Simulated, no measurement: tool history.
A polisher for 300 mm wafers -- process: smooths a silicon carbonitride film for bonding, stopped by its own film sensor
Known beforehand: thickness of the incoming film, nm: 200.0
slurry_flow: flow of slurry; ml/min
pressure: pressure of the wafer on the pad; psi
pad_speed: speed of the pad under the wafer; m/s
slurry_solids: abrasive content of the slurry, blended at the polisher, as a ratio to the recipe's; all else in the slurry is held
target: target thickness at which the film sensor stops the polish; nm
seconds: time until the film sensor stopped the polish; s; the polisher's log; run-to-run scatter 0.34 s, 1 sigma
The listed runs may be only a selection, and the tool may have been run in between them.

Run 1, hour 0: slurry_flow 275 ml/min, pressure 1.4 psi, pad_speed 1.14 m/s, slurry_solids 1, target 194 nm. Result: seconds 35.763 s.
Run 2, hour 2.5: slurry_flow 320 ml/min, pressure 1.4 psi, pad_speed 1.14 m/s, slurry_solids 1, target 194 nm. Result: seconds 35.587 s.
Run 3, hour 6.1: slurry_flow 320 ml/min, pressure 1.5 psi, pad_speed 1.16 m/s, slurry_solids 1, target 194 nm. Result: seconds 31.622 s.
Run 4, hour 7: slurry_flow 260 ml/min, pressure 1.5 psi, pad_speed 1.16 m/s, slurry_solids 1, target 194 nm. Result: seconds 32.749 s.
Run 5, hour 10.5: slurry_flow 260 ml/min, pressure 1.5 psi, pad_speed 1.16 m/s, slurry_solids 0.9, target 194 nm. Result: seconds 33.999 s.
Run 6, hour 16.7: slurry_flow 260 ml/min, pressure 1.5 psi, pad_speed 1.16 m/s, slurry_solids 0.9, target 194 nm. Result: seconds 33.836 s.
At hour 22.3: slurry nozzle cleaned.
Run 7, hour 22.3: slurry_flow 260 ml/min, pressure 1.5 psi, pad_speed 1.16 m/s, slurry_solids 0.9, target 194 nm. Result: seconds 32.858 s.
Run 8, hour 23.1: slurry_flow 260 ml/min, pressure 1.6 psi, pad_speed 1.16 m/s, slurry_solids 0.9, target 194 nm. Result: seconds 29.442 s.
Run 9, hour 29.8: slurry_flow 260 ml/min, pressure 1.7 psi, pad_speed 1.16 m/s, slurry_solids 0.9, target 194 nm. Result: seconds 27.985 s.

Predict the results of run 10:
Run 10, hour 33.6: slurry_flow 260 ml/min, pressure 1.8 psi, pad_speed 1.16 m/s, slurry_solids 0.9, target 194 nm. Result: seconds ?.

seconds: 26.478 s

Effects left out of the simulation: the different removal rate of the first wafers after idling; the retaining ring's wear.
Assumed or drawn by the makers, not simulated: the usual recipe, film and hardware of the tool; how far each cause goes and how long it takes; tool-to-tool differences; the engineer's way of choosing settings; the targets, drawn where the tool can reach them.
